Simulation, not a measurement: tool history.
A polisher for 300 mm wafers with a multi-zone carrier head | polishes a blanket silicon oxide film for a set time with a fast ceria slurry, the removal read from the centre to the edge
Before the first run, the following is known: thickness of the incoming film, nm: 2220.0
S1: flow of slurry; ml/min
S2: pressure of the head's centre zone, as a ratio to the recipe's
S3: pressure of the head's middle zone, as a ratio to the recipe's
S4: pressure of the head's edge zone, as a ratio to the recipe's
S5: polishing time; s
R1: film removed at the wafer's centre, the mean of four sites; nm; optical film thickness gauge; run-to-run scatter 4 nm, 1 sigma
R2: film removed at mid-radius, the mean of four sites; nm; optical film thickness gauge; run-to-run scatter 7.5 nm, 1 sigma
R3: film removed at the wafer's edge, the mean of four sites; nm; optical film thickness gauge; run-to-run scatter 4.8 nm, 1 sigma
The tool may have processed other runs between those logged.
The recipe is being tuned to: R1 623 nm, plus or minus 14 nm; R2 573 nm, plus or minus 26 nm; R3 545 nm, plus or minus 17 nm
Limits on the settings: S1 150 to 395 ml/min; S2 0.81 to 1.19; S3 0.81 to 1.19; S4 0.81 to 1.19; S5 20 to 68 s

run 1 hour=0 | S1=250 S2=1 S3=1 S4=1 S5=44 | R1=843.92 R2=730.5 R3=751.67
run 2 hour=5.4 | S1=250 S2=0.99 S3=1 S4=0.97 S5=42 | R1=802.58 R2=689.61 R3=715.23
run 3 hour=10.4 | S1=250 S2=0.99 S3=1 S4=0.97 S5=51 | R1=979.41 R2=845.22 R3=870.55
run 4 hour=12.5 | S1=250 S2=0.98 S3=1.01 S4=0.95 S5=47 | R1=896.7 R2=786.66 R3=798.71
run 5 hour=18.6 | S1=250 S2=0.98 S3=1.01 S4=0.95 S5=58 | R1=1101.4 R2=975.87 R3=972.53
-- hour=27.4 centre zone pressure recalibrated
run 6 hour=27.4 | S1=250 S2=0.98 S3=1.06 S4=0.95 S5=58 | R1=1005.4 R2=1034.6 R3=963.22
run 7 hour=29.1 | S1=245 S2=1 S3=1.06 S4=0.95 S5=53 | R1=934.73 R2=920.96 R3=890.77
run 8 hour=33.7 | S1=260 S2=1 S3=1.06 S4=0.92 S5=48 | R1=849.42 R2=842.91 R3=793.22
run 9 hour=39 | S1=250 S2=1.01 S3=1.06 S4=0.91 S5=45 | R1=808.67 R2=793.92 R3=738.06

Below are 4 possible settings for the next run. Only one of them brings all results inside the allowed miss of their targets. Which is it?
run A hour=44.3 | S1=260 S2=0.96 S3=0.89 S4=0.92 S5=64 | R1=? R2=? R3=?
run B hour=44.3 | S1=220 S2=0.97 S3=0.99 S4=1.14 S5=37 | R1=? R2=? R3=?
run C hour=44.3 | S1=270 S2=1.04 S3=1.03 S4=0.89 S5=33 | R1=? R2=? R3=?
run D hour=44.3 | S1=225 S2=0.94 S3=0.94 S4=0.91 S5=64 | R1=? R2=? R3=?

move=A R1=1097.5 R2=952.79 R3=1065.1
move=B R1=633.25 R2=594.85 R3=676.89
move=C R1=615.79 R2=556.53 R3=540.97
move=D R1=1062.7 R2=987.19 R3=1051
A: the biggest miss grows against the last run
B: brings the result that was furthest off to its target, and leaves another outside
C: in spec on every target
D: the biggest miss grows against the last run
C meets every target.
